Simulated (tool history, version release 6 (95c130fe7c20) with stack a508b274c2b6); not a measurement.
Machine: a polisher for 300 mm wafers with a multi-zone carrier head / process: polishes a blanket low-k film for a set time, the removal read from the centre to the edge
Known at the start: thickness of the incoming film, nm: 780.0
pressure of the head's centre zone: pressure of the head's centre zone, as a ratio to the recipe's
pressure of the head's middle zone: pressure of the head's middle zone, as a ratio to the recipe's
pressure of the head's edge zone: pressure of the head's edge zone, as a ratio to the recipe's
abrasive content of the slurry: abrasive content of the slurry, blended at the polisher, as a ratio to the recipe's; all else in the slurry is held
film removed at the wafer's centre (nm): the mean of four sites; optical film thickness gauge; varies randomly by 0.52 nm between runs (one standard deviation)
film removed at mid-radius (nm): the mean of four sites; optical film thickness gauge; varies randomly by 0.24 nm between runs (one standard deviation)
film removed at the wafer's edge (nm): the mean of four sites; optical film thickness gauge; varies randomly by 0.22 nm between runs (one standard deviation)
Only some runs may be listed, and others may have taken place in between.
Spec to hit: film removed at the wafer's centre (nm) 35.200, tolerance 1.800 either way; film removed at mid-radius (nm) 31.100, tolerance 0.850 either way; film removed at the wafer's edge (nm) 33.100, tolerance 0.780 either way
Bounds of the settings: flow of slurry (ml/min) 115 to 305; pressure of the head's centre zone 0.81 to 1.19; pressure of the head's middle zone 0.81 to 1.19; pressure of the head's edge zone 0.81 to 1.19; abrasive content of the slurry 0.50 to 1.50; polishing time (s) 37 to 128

run,day,flow of slurry (ml/min),pressure of the head's centre zone,pressure of the head's middle zone,pressure of the head's edge zone,abrasive content of the slurry,polishing time (s),film removed at the wafer's centre (nm),film removed at mid-radius (nm),film removed at the wafer's edge (nm)
1,0.000,195,1.00,1.00,1.00,1.00,82,26.583,25.640,26.660
2,0.179,210,1.03,1.01,1.04,1.05,82,27.430,26.472,27.384
3,0.217,180,1.03,1.01,1.04,1.05,82,27.768,25.939,27.348
4,0.367,180,1.03,1.07,1.04,1.05,82,26.633,27.234,27.531
5,0.392,180,1.03,1.07,1.04,0.90,82,25.484,25.508,25.548
6,0.633,175,1.06,1.06,1.05,1.05,82,28.136,26.893,27.121
7,0.671,175,1.07,1.05,1.07,1.15,82,29.265,27.674,28.015
8,0.904,175,1.07,1.03,1.08,1.25,83,30.352,28.215,29.394
9,1.054,185,1.08,1.02,1.10,1.30,83,30.287,28.875,30.333
10,1.188,190,1.10,1.01,1.11,1.35,83,31.847,28.543,30.741
11,1.454,195,1.11,1.02,1.12,1.40,83,32.710,29.402,31.737
12,1.704,205,1.12,1.03,1.12,1.40,83,32.833,30.174,31.663
13,1.779,210,1.13,1.03,1.13,1.40,83,34.129,29.911,31.710
14,1.871,215,1.13,1.03,1.14,1.40,83,34.470,30.378,31.952
15,2.217,220,1.13,1.03,1.15,1.40,83,34.350,29.833,32.365

Which one of the following 5 next-run settings gets every result inside its allowed miss? There is exactly one.
A,2.562,225,1.10,1.05,1.07,1.45,80,?,?,?
B,2.562,155,1.08,1.02,1.19,1.35,87,?,?,?
C,2.562,200,1.16,1.05,1.19,1.20,83,?,?,?
D,2.562,250,1.11,1.01,1.11,1.40,86,?,?,?
E,2.562,200,1.06,1.12,1.13,1.45,81,?,?,?

move,film removed at the wafer's centre (nm),film removed at mid-radius (nm),film removed at the wafer's edge (nm)
A,32.872,30.075,30.527
B,32.647,29.996,33.185
C,33.329,28.936,31.132
D,35.684,31.470,33.338
E,31.617,31.437,31.447
A: misses by more than the last run did
B: just as far off the targets as the last run
C: misses by more than the last run did
D: all results in spec
E: puts the biggest miss on target and leaves a different result outside tolerance
Go with D: it meets all targets.
